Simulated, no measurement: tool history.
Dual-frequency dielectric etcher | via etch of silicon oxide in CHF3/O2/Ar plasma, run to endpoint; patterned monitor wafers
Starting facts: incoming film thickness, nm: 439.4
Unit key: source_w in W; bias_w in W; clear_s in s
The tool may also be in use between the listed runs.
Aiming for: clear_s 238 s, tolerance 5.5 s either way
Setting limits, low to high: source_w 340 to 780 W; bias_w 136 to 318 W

run,hour,source_w,bias_w,clear_s
1,0,560,227,213.04
2,3.9,530,223,220.22
3,10.7,530,250,209.01
4,11.8,600,250,198.35
5,15.1,550,246,207.94
6,24,510,243,213.81
7,27.2,510,243,212.35
8,35.2,480,237,222.56

Of the 4 settings listed for the next run, only one would bring every result within its allowed miss of target. Which one?
A,43.2,430,228,?
B,43.2,480,253,?
C,43.2,470,264,?
D,43.2,640,232,?

move,clear_s
A,239.66
B,218.76
C,215.9
D,205.4
A: meets every target
B: misses by more than the last run did
C: misses by more than the last run did
D: misses by more than the last run did
A meets every target.

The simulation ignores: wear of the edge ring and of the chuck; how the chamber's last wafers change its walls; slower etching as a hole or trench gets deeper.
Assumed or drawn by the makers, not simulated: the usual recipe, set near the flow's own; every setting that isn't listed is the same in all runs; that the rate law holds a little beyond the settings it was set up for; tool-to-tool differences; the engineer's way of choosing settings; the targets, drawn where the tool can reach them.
